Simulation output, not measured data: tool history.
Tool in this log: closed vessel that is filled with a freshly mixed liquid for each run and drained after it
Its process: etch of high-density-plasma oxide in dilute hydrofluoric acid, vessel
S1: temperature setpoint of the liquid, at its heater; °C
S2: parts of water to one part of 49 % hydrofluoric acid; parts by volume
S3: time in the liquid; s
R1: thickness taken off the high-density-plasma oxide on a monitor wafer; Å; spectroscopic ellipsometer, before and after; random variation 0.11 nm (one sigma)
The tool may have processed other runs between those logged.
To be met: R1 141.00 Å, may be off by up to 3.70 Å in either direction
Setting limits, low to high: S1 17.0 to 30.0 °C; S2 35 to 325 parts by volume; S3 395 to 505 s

Run 1, hour 0.0: S1 22.0 °C, S2 180 parts by volume, S3 505 s. Result: R1 208.51 Å.
Run 2, hour 9.6: S1 21.0 °C, S2 190 parts by volume, S3 505 s. Result: R1 189.72 Å.
Run 3, hour 13.2: S1 21.0 °C, S2 190 parts by volume, S3 395 s. Result: R1 147.31 Å.
Run 4, hour 19.5: S1 21.0 °C, S2 150 parts by volume, S3 395 s. Result: R1 193.48 Å.
Run 5, hour 22.4: S1 18.5 °C, S2 150 parts by volume, S3 395 s. Result: R1 175.81 Å.
Run 6, hour 24.2: S1 21.0 °C, S2 150 parts by volume, S3 395 s. Result: R1 195.32 Å.
Run 7, hour 30.7: S1 20.0 °C, S2 155 parts by volume, S3 395 s. Result: R1 180.72 Å.
Run 8, hour 38.0: S1 19.5 °C, S2 160 parts by volume, S3 395 s. Result: R1 169.77 Å.
Run 9, hour 40.0: S1 19.0 °C, S2 160 parts by volume, S3 395 s. Result: R1 167.80 Å.
Run 10, hour 42.6: S1 18.5 °C, S2 165 parts by volume, S3 395 s. Result: R1 159.19 Å.
Run 11, hour 45.9: S1 18.0 °C, S2 165 parts by volume, S3 395 s. Result: R1 153.56 Å.
Run 12, hour 50.9: S1 17.5 °C, S2 170 parts by volume, S3 395 s. Result: R1 147.08 Å.

Below are 5 possible settings for the next run. Only one of them brings all results inside the allowed miss of their targets. Which is it?
Run A, hour 55.9: S1 19.0 °C, S2 170 parts by volume, S3 395 s. Result: R1 ?.
Run B, hour 55.9: S1 18.0 °C, S2 180 parts by volume, S3 420 s. Result: R1 ?.
Run C, hour 55.9: S1 17.0 °C, S2 180 parts by volume, S3 450 s. Result: R1 ?.
Run D, hour 55.9: S1 22.5 °C, S2 240 parts by volume, S3 505 s. Result: R1 ?.
Run E, hour 55.9: S1 17.0 °C, S2 180 parts by volume, S3 410 s. Result: R1 ?.

move      R1
   A  158.11
   B  151.10
   C  155.52
   D  152.66
   E  141.70
A: misses by more than the last run did
B: misses by more than the last run did
C: misses by more than the last run did
D: misses by more than the last run did
E: every result lands within tolerance
The right move is E.

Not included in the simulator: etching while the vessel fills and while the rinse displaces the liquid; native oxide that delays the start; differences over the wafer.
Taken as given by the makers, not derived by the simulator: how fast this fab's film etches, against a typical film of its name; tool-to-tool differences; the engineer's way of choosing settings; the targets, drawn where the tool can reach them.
